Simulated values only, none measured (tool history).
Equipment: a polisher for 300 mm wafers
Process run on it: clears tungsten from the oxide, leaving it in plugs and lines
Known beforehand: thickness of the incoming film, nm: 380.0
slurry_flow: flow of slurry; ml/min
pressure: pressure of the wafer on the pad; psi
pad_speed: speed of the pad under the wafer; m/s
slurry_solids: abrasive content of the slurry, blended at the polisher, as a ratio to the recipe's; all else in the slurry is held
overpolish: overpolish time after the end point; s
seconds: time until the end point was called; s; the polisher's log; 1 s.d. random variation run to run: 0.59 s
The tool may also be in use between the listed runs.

run	hour	slurry_flow	pressure	pad_speed	slurry_solids	overpolish	seconds
1	0.0	270	4.5	1.24	1.0	39	41.576
2	1.9	315	4.5	1.24	1.0	39	41.329
3	9.4	315	4.5	1.24	1.0	41	41.780
4	16.8	315	4.2	1.24	1.0	41	42.377
5	19.8	315	4.2	1.40	1.0	41	37.826
6	28.1	315	3.7	1.38	1.0	41	41.939

Run 7, settings as shown, results not yet in. Your forecast:
7	34.6	315	3.3	1.38	1.0	41	?

{"run 7": {"seconds": 44.266}}
